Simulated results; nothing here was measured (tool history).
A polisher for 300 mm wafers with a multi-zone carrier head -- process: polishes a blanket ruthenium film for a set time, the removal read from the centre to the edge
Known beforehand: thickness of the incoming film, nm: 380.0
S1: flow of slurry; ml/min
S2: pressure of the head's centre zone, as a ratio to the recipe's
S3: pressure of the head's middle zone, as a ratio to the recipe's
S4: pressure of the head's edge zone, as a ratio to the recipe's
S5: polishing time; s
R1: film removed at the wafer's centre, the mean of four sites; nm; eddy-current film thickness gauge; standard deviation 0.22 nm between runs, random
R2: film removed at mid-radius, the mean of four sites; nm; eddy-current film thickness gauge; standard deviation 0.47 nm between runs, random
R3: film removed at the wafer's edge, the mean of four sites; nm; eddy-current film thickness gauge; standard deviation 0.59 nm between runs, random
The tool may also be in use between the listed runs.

Run 1, hour 0.0: S1 150 ml/min, S2 1.00, S3 1.00, S4 1.00, S5 56 s. Result: R1 70.031 nm, R2 68.725 nm, R3 70.054 nm.
Run 2, hour 2.7: S1 140 ml/min, S2 0.95, S3 1.01, S4 0.99, S5 49 s. Result: R1 57.145 nm, R2 59.459 nm, R3 61.365 nm.
Run 3, hour 4.8: S1 130 ml/min, S2 0.91, S3 1.02, S4 0.96, S5 44 s. Result: R1 47.721 nm, R2 53.766 nm, R3 53.292 nm.
Run 4, hour 6.2: S1 120 ml/min, S2 0.88, S3 1.01, S4 0.94, S5 42 s. Result: R1 43.323 nm, R2 48.884 nm, R3 48.360 nm.
Run 5, hour 14.8: S1 120 ml/min, S2 0.96, S3 1.01, S4 0.94, S5 42 s. Result: R1 47.482 nm, R2 50.310 nm, R3 50.301 nm.
Run 6, hour 17.3: S1 155 ml/min, S2 0.96, S3 1.01, S4 0.94, S5 42 s. Result: R1 50.582 nm, R2 52.059 nm, R3 50.814 nm.
Run 7, hour 24.6: S1 140 ml/min, S2 0.92, S3 1.01, S4 0.93, S5 40 s. Result: R1 45.037 nm, R2 48.320 nm, R3 48.835 nm.
Run 8, hour 25.9: S1 130 ml/min, S2 0.89, S3 1.01, S4 0.92, S5 39 s. Result: R1 41.329 nm, R2 47.780 nm, R3 46.625 nm.
Run 9, hour 27.5: S1 120 ml/min, S2 0.87, S3 0.99, S4 0.90, S5 39 s. Result: R1 39.651 nm, R2 44.433 nm, R3 44.261 nm.
Run 10, hour 36.5: S1 95 ml/min, S2 0.81, S3 1.04, S4 0.97, S5 35 s. Result: R1 30.410 nm, R2 40.071 nm, R3 40.298 nm.

Run 11 is up next; what results do you expect?
Run 11, hour 39.3: S1 105 ml/min, S2 0.82, S3 1.03, S4 0.96, S5 35 s. Result: R1 ?, R2 ?, R3 ?.

{"run 11": {"R1": 31.805, "R2": 39.734, "R3": 40.84}}
